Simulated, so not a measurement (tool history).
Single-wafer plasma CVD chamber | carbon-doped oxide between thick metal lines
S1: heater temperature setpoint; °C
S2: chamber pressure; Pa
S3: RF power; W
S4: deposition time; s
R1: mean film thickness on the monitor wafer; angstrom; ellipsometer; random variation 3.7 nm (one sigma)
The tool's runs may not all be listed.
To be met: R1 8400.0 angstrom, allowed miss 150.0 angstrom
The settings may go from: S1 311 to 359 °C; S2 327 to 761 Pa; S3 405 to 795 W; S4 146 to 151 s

run,hour,S1,S2,S3,S4,R1
1,0.0,335,544,600,146,7434.9
2,4.0,333,565,605,146,7575.6
3,4.9,343,565,605,146,7328.1
4,8.6,340,588,610,146,7456.3
5,12.8,340,588,610,146,7466.7
6,21.7,346,588,610,146,7362.4
7,29.5,344,612,620,146,7479.0
8,36.7,342,628,630,146,7704.8
9,45.0,340,640,630,146,7750.2
10,53.3,338,652,630,146,7734.9

4 next moves are on the table. One of them brings every result within its allowed miss. Which?
A,61.6,335,759,700,146,?
B,61.6,346,652,670,147,?
C,61.6,331,571,620,151,?
D,61.6,335,688,760,148,?

move,R1
A,8393.0
B,7822.2
C,7917.7
D,8725.8
A: meets every target
B: nearer than the last run, and not there yet
C: nearer than the last run, and not there yet
D: takes the result that was furthest off past its target
The right move is A.
